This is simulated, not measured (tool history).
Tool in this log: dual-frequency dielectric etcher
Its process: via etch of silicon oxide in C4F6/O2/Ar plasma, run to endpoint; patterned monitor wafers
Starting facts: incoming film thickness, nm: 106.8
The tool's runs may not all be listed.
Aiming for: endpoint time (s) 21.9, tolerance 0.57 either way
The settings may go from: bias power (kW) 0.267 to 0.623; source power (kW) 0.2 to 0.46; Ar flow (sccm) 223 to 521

run 1 hour=0 | bias_power_(kW)=0.445 source_power_(kW)=0.33 Ar_flow_(sccm)=372 | endpoint_time_(s)=26.647
run 2 hour=2.5 | bias_power_(kW)=0.445 source_power_(kW)=0.33 Ar_flow_(sccm)=406 | endpoint_time_(s)=26.935
run 3 hour=7.4 | bias_power_(kW)=0.493 source_power_(kW)=0.35 Ar_flow_(sccm)=398 | endpoint_time_(s)=25.168
run 4 hour=9.6 | bias_power_(kW)=0.493 source_power_(kW)=0.41 Ar_flow_(sccm)=398 | endpoint_time_(s)=23.844
run 5 hour=10.5 | bias_power_(kW)=0.493 source_power_(kW)=0.37 Ar_flow_(sccm)=398 | endpoint_time_(s)=24.747
run 6 hour=18.5 | bias_power_(kW)=0.493 source_power_(kW)=0.35 Ar_flow_(sccm)=398 | endpoint_time_(s)=25.267
run 7 hour=21.5 | bias_power_(kW)=0.529 source_power_(kW)=0.37 Ar_flow_(sccm)=392 | endpoint_time_(s)=23.896
run 8 hour=22.7 | bias_power_(kW)=0.553 source_power_(kW)=0.38 Ar_flow_(sccm)=390 | endpoint_time_(s)=23.192
run 9 hour=29 | bias_power_(kW)=0.569 source_power_(kW)=0.38 Ar_flow_(sccm)=389 | endpoint_time_(s)=23.043
run 10 hour=30.4 | bias_power_(kW)=0.583 source_power_(kW)=0.39 Ar_flow_(sccm)=387 | endpoint_time_(s)=22.648

4 next moves are on the table. One of them brings every result within its allowed miss. Which?
run A hour=31.8 | bias_power_(kW)=0.587 source_power_(kW)=0.35 Ar_flow_(sccm)=351 | endpoint_time_(s)=?
run B hour=31.8 | bias_power_(kW)=0.623 source_power_(kW)=0.39 Ar_flow_(sccm)=403 | endpoint_time_(s)=?
run C hour=31.8 | bias_power_(kW)=0.493 source_power_(kW)=0.42 Ar_flow_(sccm)=406 | endpoint_time_(s)=?
run D hour=31.8 | bias_power_(kW)=0.529 source_power_(kW)=0.37 Ar_flow_(sccm)=397 | endpoint_time_(s)=?

move=A endpoint_time_(s)=22.994
move=B endpoint_time_(s)=21.992
move=C endpoint_time_(s)=23.785
move=D endpoint_time_(s)=23.991
A: misses by more than the last run did
B: every result within its allowed miss
C: misses by more than the last run did
D: misses by more than the last run did
Move B is the one to make.

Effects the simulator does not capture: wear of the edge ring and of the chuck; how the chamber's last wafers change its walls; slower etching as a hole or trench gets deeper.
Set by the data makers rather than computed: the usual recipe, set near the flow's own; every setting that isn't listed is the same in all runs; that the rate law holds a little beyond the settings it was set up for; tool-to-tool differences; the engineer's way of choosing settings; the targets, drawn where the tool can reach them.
